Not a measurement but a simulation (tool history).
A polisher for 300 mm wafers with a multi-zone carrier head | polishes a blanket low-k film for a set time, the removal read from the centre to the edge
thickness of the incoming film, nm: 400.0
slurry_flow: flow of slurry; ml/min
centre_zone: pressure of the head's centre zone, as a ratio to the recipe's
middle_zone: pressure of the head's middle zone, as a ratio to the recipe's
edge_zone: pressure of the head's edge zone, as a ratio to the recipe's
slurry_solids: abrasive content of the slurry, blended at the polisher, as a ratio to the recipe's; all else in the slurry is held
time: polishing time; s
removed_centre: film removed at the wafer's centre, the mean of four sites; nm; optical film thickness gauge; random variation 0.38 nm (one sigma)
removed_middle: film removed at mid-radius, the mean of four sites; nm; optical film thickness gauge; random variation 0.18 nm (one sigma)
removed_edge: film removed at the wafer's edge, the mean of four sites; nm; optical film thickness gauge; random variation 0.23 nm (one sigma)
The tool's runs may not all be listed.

{"run": 1, "day": 0.0, "slurry_flow": 295, "centre_zone": 1, "middle_zone": 1, "edge_zone": 1, "slurry_solids": 1, "time": 58, "removed_centre": 27.552, "removed_middle": 27.66, "removed_edge": 27.545}
{"run": 2, "day": 0.367, "slurry_flow": 295, "centre_zone": 0.92, "middle_zone": 1, "edge_zone": 1, "slurry_solids": 1, "time": 58, "removed_centre": 25.636, "removed_middle": 27.224, "removed_edge": 27.652}
{"run": 3, "day": 0.692, "slurry_flow": 295, "centre_zone": 0.92, "middle_zone": 1, "edge_zone": 0.92, "slurry_solids": 1, "time": 58, "removed_centre": 25.721, "removed_middle": 27.195, "removed_edge": 26.463}
{"run": 4, "day": 0.792, "slurry_flow": 295, "centre_zone": 0.92, "middle_zone": 1, "edge_zone": 0.95, "slurry_solids": 1, "time": 58, "removed_centre": 25.652, "removed_middle": 27.351, "removed_edge": 26.942}
{"run": 5, "day": 0.95, "slurry_flow": 295, "centre_zone": 0.92, "middle_zone": 1, "edge_zone": 0.95, "slurry_solids": 0.85, "time": 58, "removed_centre": 23.496, "removed_middle": 24.176, "removed_edge": 23.771}
{"run": 6, "day": 1.279, "slurry_flow": 295, "centre_zone": 0.92, "middle_zone": 0.95, "edge_zone": 0.95, "slurry_solids": 0.85, "time": 58, "removed_centre": 23.102, "removed_middle": 23.596, "removed_edge": 24.102}

Forecast run 7:
{"run": 7, "day": 1.454, "slurry_flow": 350, "centre_zone": 1.02, "middle_zone": 0.88, "edge_zone": 1.05, "slurry_solids": 1.1, "time": 59, "removed_centre": "?", "removed_middle": "?", "removed_edge": "?"}

Run 7 gave removed_centre 29.943 nm, removed_middle 26.349 nm, removed_edge 30.823 nm.
